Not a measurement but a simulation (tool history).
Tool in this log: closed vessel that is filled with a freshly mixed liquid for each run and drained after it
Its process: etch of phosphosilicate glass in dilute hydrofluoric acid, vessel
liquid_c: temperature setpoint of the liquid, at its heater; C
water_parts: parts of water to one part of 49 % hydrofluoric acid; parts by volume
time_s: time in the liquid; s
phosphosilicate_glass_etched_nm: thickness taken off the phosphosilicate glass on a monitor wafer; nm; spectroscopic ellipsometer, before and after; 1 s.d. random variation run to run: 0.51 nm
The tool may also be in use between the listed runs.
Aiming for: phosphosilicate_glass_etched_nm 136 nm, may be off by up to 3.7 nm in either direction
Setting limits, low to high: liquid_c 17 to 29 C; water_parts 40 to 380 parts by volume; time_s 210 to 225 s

run	day	liquid_c	water_parts	time_s	phosphosilicate_glass_etched_nm
1	0	21	210	210	63.02
2	0.042	23.5	185	210	81.126
3	0.238	23.5	185	225	86.525
4	0.554	20.5	185	225	77.212
5	0.696	23	170	225	93.899
6	0.967	19.5	170	225	81.96
7	1.254	22.5	160	225	98.766
8	1.496	24.5	155	225	111.38
9	1.721	26	155	225	117.5
10	1.879	27	155	225	121.84
11	2.196	29	145	225	142.38

Below are 4 possible settings for the next run. Only one of them brings all results inside the allowed miss of their targets. Which is it?
A	2.512	28.5	135	220	?
B	2.512	29	140	225	?
C	2.512	27.5	140	220	?
D	2.512	27.5	135	225	?

move	phosphosilicate_glass_etched_nm
A	147.47
B	147.18
C	136.16
D	145.33
A: its largest miss is bigger than the last run's
B: its largest miss is bigger than the last run's
C: every result within its allowed miss
D: its largest miss is bigger than the last run's
Go with C: it meets all targets.

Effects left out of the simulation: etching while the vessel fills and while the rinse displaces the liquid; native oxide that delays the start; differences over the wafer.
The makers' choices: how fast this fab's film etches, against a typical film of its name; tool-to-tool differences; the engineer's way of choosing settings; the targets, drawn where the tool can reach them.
